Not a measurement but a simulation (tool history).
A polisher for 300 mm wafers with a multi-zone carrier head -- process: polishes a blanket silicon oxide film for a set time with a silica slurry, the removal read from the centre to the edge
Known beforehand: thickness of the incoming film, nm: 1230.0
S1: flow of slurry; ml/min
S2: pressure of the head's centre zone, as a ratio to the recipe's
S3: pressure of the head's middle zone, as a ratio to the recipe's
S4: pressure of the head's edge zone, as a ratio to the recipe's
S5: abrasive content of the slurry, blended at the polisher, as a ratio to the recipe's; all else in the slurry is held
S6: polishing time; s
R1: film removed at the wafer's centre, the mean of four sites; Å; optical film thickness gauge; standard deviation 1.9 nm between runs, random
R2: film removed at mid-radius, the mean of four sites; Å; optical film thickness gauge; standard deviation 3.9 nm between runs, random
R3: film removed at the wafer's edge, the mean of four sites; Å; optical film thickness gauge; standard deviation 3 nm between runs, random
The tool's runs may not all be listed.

| run | day | S1 | S2 | S3 | S4 | S5 | S6 | R1 | R2 | R3 |
|---|---|---|---|---|---|---|---|---|---|---|
| 1 | 0 | 200 | 1 | 1 | 1 | 1 | 87 | 2676.9 | 2687.3 | 2643.9 |
| 2 | 0.112 | 200 | 1 | 1 | 1.04 | 1 | 87 | 2683.9 | 2747.8 | 2660.1 |
| 3 | 0.338 | 185 | 0.95 | 1 | 1.05 | 1 | 87 | 2548.6 | 2649.6 | 2653.5 |
| 4 | 0.546 | 175 | 0.91 | 1.03 | 1.09 | 1 | 87 | 2392 | 2691.8 | 2736.3 |
| 5 | 0.871 | 175 | 0.91 | 1.03 | 1.09 | 1 | 72 | 1997.2 | 2213.6 | 2219.3 |
| 6 | 1.079 | 185 | 0.9 | 1.06 | 1.11 | 1.05 | 72 | 2032.4 | 2363.9 | 2315.7 |
| 7 | 1.117 | 195 | 0.89 | 1.07 | 1.13 | 1.1 | 72 | 2058 | 2443.9 | 2433.7 |

Run 8 is up next; what results do you expect?
| 8 | 1.325 | 210 | 0.89 | 1.09 | 1.15 | 1.1 | 72 | ? | ? | ? |

Run 8 yielded R1 2099.3 Å, R2 2551.5 Å, R3 2493.5 Å.
